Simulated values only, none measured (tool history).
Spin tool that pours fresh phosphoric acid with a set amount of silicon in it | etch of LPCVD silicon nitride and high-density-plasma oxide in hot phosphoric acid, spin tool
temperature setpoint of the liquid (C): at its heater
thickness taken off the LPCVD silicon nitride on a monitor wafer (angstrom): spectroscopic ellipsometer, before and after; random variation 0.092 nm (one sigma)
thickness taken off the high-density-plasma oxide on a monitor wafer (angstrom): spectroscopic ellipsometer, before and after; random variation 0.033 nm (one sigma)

| run | hour | temperature setpoint of the liquid (C) | silicon dissolved in the acid as it is poured (mg a litre) | time under the liquid (s) | thickness taken off the LPCVD silicon nitride on a monitor wafer (angstrom) | thickness taken off the high-density-plasma oxide on a monitor wafer (angstrom) |
|---|---|---|---|---|---|---|
| 1 | 0 | 162 | 10.5 | 155 | 148.45 | 7.0321 |
| 2 | 6.8 | 163 | 11 | 155 | 155.05 | 7.7438 |
| 3 | 15 | 163 | 15.5 | 155 | 153.62 | 6.8329 |
| 4 | 17.1 | 163.5 | 15 | 155 | 156.59 | 7.1902 |
| 5 | 24.2 | 164 | 14.5 | 155 | 158.41 | 6.9013 |
| 6 | 30.1 | 164 | 19.5 | 155 | 160.89 | 6.6594 |
| 7 | 38.9 | 164.5 | 16 | 155 | 162.12 | 8.0408 |

Forecast run 8:
| 8 | 46.3 | 165 | 16.5 | 155 | ? | ? |

thickness taken off the LPCVD silicon nitride on a monitor wafer (angstrom): 164.2
thickness taken off the high-density-plasma oxide on a monitor wafer (angstrom): 7.954
